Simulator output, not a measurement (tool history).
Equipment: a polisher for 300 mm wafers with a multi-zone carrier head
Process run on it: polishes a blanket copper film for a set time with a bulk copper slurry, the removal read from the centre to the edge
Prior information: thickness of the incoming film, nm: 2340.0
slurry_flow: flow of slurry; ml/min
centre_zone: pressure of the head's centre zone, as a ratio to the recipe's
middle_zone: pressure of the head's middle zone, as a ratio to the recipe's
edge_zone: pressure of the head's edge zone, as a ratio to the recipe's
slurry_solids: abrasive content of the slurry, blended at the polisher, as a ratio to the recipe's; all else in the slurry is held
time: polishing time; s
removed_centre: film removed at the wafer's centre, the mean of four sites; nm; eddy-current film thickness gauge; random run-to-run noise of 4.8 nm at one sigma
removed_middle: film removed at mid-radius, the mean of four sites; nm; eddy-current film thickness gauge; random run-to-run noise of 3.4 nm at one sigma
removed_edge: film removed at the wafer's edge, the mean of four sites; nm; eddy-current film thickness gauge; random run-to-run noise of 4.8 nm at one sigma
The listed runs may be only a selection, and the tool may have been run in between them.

| run | hour | slurry_flow | centre_zone | middle_zone | edge_zone | slurry_solids | time | removed_centre | removed_middle | removed_edge |
|---|---|---|---|---|---|---|---|---|---|---|
| 1 | 0.0 | 255 | 1.00 | 1.00 | 1.00 | 1.00 | 61 | 419.95 | 410.69 | 405.87 |
| 2 | 5.1 | 255 | 1.03 | 1.00 | 1.00 | 1.00 | 61 | 434.77 | 406.34 | 405.97 |
| 3 | 12.2 | 260 | 1.04 | 0.99 | 1.02 | 1.05 | 62 | 443.88 | 418.25 | 422.20 |
| 4 | 18.8 | 265 | 1.06 | 0.97 | 1.04 | 1.10 | 63 | 460.51 | 414.89 | 433.94 |
| 5 | 23.7 | 270 | 1.07 | 0.97 | 1.06 | 1.15 | 64 | 473.54 | 428.50 | 453.82 |
| 6 | 31.4 | 275 | 1.09 | 0.97 | 1.07 | 1.20 | 65 | 491.86 | 438.39 | 460.18 |

Run 7 comes next. What will it give?
| 7 | 35.8 | 275 | 1.10 | 0.96 | 1.08 | 1.25 | 66 | ? | ? | ? |

removed_centre: 505.92 nm
removed_middle: 441.45 nm
removed_edge: 474.66 nm

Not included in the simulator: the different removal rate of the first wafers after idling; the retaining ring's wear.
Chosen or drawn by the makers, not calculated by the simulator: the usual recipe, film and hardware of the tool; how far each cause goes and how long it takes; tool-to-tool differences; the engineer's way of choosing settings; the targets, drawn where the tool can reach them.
